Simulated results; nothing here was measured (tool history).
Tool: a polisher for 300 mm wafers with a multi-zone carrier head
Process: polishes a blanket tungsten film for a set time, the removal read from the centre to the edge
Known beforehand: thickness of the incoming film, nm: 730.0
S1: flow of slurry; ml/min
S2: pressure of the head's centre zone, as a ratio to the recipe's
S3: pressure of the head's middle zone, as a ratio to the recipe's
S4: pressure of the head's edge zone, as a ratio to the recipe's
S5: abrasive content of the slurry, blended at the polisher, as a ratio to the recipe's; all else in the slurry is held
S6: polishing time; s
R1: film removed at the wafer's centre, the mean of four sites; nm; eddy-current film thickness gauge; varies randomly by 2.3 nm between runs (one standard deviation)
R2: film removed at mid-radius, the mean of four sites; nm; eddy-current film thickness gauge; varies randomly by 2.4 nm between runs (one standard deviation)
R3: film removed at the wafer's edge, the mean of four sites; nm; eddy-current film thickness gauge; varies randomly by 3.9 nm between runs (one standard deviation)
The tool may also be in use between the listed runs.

| run | hour | S1 | S2 | S3 | S4 | S5 | S6 | R1 | R2 | R3 |
|---|---|---|---|---|---|---|---|---|---|---|
| 1 | 0 | 235 | 1 | 1 | 1 | 1 | 42 | 259.08 | 269.63 | 265.75 |
| 2 | 4.1 | 250 | 1.02 | 1.02 | 1.04 | 1.05 | 42 | 273.47 | 275.34 | 267.72 |
| 3 | 13 | 240 | 1.01 | 1.02 | 1.05 | 1.15 | 43 | 278.13 | 285.51 | 289.49 |
| 4 | 17.7 | 250 | 1.02 | 1.04 | 1.06 | 1.2 | 43 | 286.07 | 294.71 | 294.41 |
| 5 | 21.2 | 250 | 1.02 | 1 | 1.06 | 1.2 | 43 | 289.4 | 283.02 | 299.33 |
| 6 | 26.6 | 250 | 1.02 | 1 | 1.06 | 1.2 | 38 | 254.25 | 251.52 | 259.19 |
| 7 | 32.4 | 250 | 1.03 | 1.03 | 1.07 | 1.3 | 39 | 268.17 | 268.8 | 270.86 |

Run 8 comes next. What will it give?
| 8 | 37.8 | 250 | 1.03 | 1.03 | 1.07 | 1.3 | 39 | ? | ? | ? |

R1: 265.57 nm
R2: 274.62 nm
R3: 271.76 nm

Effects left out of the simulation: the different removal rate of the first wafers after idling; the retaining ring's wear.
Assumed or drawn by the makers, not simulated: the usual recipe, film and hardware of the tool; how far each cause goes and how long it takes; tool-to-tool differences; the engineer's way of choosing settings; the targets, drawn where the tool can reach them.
